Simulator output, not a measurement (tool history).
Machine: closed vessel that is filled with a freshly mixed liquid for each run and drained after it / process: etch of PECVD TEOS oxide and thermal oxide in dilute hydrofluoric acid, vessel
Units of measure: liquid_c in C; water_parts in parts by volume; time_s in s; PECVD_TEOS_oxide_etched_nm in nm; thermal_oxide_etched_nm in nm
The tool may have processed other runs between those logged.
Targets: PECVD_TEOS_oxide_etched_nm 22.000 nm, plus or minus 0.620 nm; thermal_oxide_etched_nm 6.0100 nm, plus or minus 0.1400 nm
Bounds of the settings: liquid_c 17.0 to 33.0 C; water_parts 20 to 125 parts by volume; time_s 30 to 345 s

{"run": 1, "hour": 0.0, "liquid_c": 25.0, "water_parts": 70, "time_s": 175, "PECVD_TEOS_oxide_etched_nm": 44.416, "thermal_oxide_etched_nm": 12.14}
{"run": 2, "hour": 8.1, "liquid_c": 25.0, "water_parts": 70, "time_s": 220, "PECVD_TEOS_oxide_etched_nm": 55.775, "thermal_oxide_etched_nm": 15.23}
{"run": 3, "hour": 13.7, "liquid_c": 25.0, "water_parts": 80, "time_s": 220, "PECVD_TEOS_oxide_etched_nm": 48.697, "thermal_oxide_etched_nm": 13.156}
{"run": 4, "hour": 22.9, "liquid_c": 23.5, "water_parts": 85, "time_s": 220, "PECVD_TEOS_oxide_etched_nm": 42.787, "thermal_oxide_etched_nm": 11.648}
{"run": 5, "hour": 28.7, "liquid_c": 22.5, "water_parts": 90, "time_s": 220, "PECVD_TEOS_oxide_etched_nm": 37.905, "thermal_oxide_etched_nm": 10.388}
{"run": 6, "hour": 30.0, "liquid_c": 20.5, "water_parts": 90, "time_s": 220, "PECVD_TEOS_oxide_etched_nm": 35.521, "thermal_oxide_etched_nm": 9.621}
{"run": 7, "hour": 36.4, "liquid_c": 20.0, "water_parts": 95, "time_s": 220, "PECVD_TEOS_oxide_etched_nm": 32.697, "thermal_oxide_etched_nm": 8.8943}
{"run": 8, "hour": 41.1, "liquid_c": 20.0, "water_parts": 95, "time_s": 220, "PECVD_TEOS_oxide_etched_nm": 32.748, "thermal_oxide_etched_nm": 8.8199}
{"run": 9, "hour": 49.9, "liquid_c": 19.5, "water_parts": 100, "time_s": 220, "PECVD_TEOS_oxide_etched_nm": 30.155, "thermal_oxide_etched_nm": 8.2337}
{"run": 10, "hour": 53.8, "liquid_c": 19.0, "water_parts": 105, "time_s": 220, "PECVD_TEOS_oxide_etched_nm": 28.041, "thermal_oxide_etched_nm": 7.7304}
{"run": 11, "hour": 63.1, "liquid_c": 18.5, "water_parts": 105, "time_s": 220, "PECVD_TEOS_oxide_etched_nm": 27.273, "thermal_oxide_etched_nm": 7.5388}

4 next moves are on the table. One of them brings every result within its allowed miss. Which?
{"run": "A", "hour": 72.4, "liquid_c": 17.0, "water_parts": 65, "time_s": 105, "PECVD_TEOS_oxide_etched_nm": "?", "thermal_oxide_etched_nm": "?"}
{"run": "B", "hour": 72.4, "liquid_c": 17.0, "water_parts": 110, "time_s": 200, "PECVD_TEOS_oxide_etched_nm": "?", "thermal_oxide_etched_nm": "?"}
{"run": "C", "hour": 72.4, "liquid_c": 18.0, "water_parts": 105, "time_s": 170, "PECVD_TEOS_oxide_etched_nm": "?", "thermal_oxide_etched_nm": "?"}
{"run": "D", "hour": 72.4, "liquid_c": 17.0, "water_parts": 80, "time_s": 130, "PECVD_TEOS_oxide_etched_nm": "?", "thermal_oxide_etched_nm": "?"}

move=A PECVD_TEOS_oxide_etched_nm=20.953 thermal_oxide_etched_nm=5.6177
move=B PECVD_TEOS_oxide_etched_nm=22.486 thermal_oxide_etched_nm=6.0285
move=C PECVD_TEOS_oxide_etched_nm=20.987 thermal_oxide_etched_nm=5.6266
move=D PECVD_TEOS_oxide_etched_nm=20.738 thermal_oxide_etched_nm=5.5600
A: pushes the last run's worst result past its target
B: every result lands within tolerance
C: pushes the last run's worst result past its target
D: pushes the last run's worst result past its target
The move that meets every target is B.

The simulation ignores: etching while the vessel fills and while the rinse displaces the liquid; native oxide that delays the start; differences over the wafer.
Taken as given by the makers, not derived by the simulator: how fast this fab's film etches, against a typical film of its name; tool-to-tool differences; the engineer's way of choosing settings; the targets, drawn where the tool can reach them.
